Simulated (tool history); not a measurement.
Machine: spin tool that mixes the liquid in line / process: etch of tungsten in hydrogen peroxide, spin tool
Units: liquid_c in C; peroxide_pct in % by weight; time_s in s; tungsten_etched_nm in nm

run 1 hour=0.0 | liquid_c=52.0 peroxide_pct=22.5 time_s=50 | tungsten_etched_nm=124.080
run 2 hour=2.8 | liquid_c=52.0 peroxide_pct=25.5 time_s=50 | tungsten_etched_nm=131.080
run 3 hour=11.8 | liquid_c=52.0 peroxide_pct=30.0 time_s=50 | tungsten_etched_nm=140.710
run 4 hour=17.5 | liquid_c=49.0 peroxide_pct=30.0 time_s=50 | tungsten_etched_nm=118.570
run 5 hour=21.6 | liquid_c=49.0 peroxide_pct=25.0 time_s=50 | tungsten_etched_nm=107.870
run 6 hour=25.6 | liquid_c=47.0 peroxide_pct=25.0 time_s=50 | tungsten_etched_nm=94.701
run 7 hour=33.4 | liquid_c=45.5 peroxide_pct=25.0 time_s=50 | tungsten_etched_nm=86.583
run 8 hour=39.8 | liquid_c=44.0 peroxide_pct=25.0 time_s=50 | tungsten_etched_nm=79.470
run 9 hour=40.9 | liquid_c=44.0 peroxide_pct=25.0 time_s=50 | tungsten_etched_nm=78.227
run 10 hour=46.5 | liquid_c=43.0 peroxide_pct=25.0 time_s=50 | tungsten_etched_nm=74.430
run 11 hour=53.5 | liquid_c=42.0 peroxide_pct=25.0 time_s=50 | tungsten_etched_nm=68.582
run 12 hour=54.2 | liquid_c=41.5 peroxide_pct=25.0 time_s=50 | tungsten_etched_nm=66.862
run 13 hour=58.0 | liquid_c=41.0 peroxide_pct=25.0 time_s=50 | tungsten_etched_nm=64.320

For run 14, what comes out?
run 14 hour=62.6 | liquid_c=40.5 peroxide_pct=25.0 time_s=50 | tungsten_etched_nm=?

Run 14 came out at tungsten_etched_nm 62.989 nm.
